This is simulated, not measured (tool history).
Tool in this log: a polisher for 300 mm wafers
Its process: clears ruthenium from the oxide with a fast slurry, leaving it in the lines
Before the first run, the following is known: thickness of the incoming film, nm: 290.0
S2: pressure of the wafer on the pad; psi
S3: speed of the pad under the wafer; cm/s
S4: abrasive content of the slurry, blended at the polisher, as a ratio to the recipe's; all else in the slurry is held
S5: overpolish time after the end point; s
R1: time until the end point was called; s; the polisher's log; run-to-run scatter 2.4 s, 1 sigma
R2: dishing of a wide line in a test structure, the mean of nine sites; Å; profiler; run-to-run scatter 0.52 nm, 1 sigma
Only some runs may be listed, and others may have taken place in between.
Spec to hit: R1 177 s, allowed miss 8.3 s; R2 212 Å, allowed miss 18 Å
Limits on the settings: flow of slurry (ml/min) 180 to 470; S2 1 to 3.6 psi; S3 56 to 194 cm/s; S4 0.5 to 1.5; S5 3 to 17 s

Run 1, hour 0: flow of slurry (ml/min) 300, S2 2.3 psi, S3 124 cm/s, S4 1, S5 9 s. Result: R1 77.903 s, R2 325.09 Å.
Run 2, hour 7.7: flow of slurry (ml/min) 300, S2 2.3 psi, S3 110 cm/s, S4 1, S5 9 s. Result: R1 89.943 s, R2 287.12 Å.
Run 3, hour 10.5: flow of slurry (ml/min) 300, S2 2.3 psi, S3 110 cm/s, S4 1, S5 13 s. Result: R1 87.435 s, R2 374.47 Å.
Run 4, hour 15.5: flow of slurry (ml/min) 300, S2 2.3 psi, S3 110 cm/s, S4 1, S5 10 s. Result: R1 90.203 s, R2 304.95 Å.
Run 5, hour 18.4: flow of slurry (ml/min) 300, S2 1.9 psi, S3 106 cm/s, S4 1, S5 11 s. Result: R1 112.61 s, R2 271.25 Å.
Run 6, hour 19.1: flow of slurry (ml/min) 300, S2 1.6 psi, S3 106 cm/s, S4 1, S5 12 s. Result: R1 130.15 s, R2 267.67 Å.
Run 7, hour 23.8: flow of slurry (ml/min) 300, S2 1 psi, S3 100 cm/s, S4 1, S5 12 s. Result: R1 220.54 s, R2 159.38 Å.
Run 8, hour 25.9: flow of slurry (ml/min) 300, S2 1.1 psi, S3 100 cm/s, S4 1, S5 12 s. Result: R1 198.78 s, R2 171.99 Å.
Run 9, hour 28: flow of slurry (ml/min) 300, S2 1.2 psi, S3 100 cm/s, S4 1, S5 12 s. Result: R1 178.61 s, R2 191.7 Å.

Of the 5 settings listed for the next run, only one would bring every result within its allowed miss of target. Which one?
Run A, hour 30.1: flow of slurry (ml/min) 290, S2 1.2 psi, S3 106 cm/s, S4 1, S5 10 s. Result: R1 ?, R2 ?.
Run B, hour 30.1: flow of slurry (ml/min) 295, S2 1.3 psi, S3 106 cm/s, S4 0.95, S5 14 s. Result: R1 ?, R2 ?.
Run C, hour 30.1: flow of slurry (ml/min) 255, S2 1.5 psi, S3 84 cm/s, S4 1, S5 17 s. Result: R1 ?, R2 ?.
Run D, hour 30.1: flow of slurry (ml/min) 390, S2 1.3 psi, S3 90 cm/s, S4 1.1, S5 13 s. Result: R1 ?, R2 ?.
Run E, hour 30.1: flow of slurry (ml/min) 260, S2 1.3 psi, S3 106 cm/s, S4 1.05, S5 12 s. Result: R1 ?, R2 ?.

move      R1      R2
   A  171.55  163.22
   B  161.63  237.45
   C  175.36  263.73
   D  176.56  203.81
   E   157.8  210.12
A: further off than the last run
B: takes the biggest miss from the last run beyond its target
C: takes the biggest miss from the last run beyond its target
D: in spec on every target
E: puts the biggest miss on target and leaves a different result outside tolerance
Answer: D
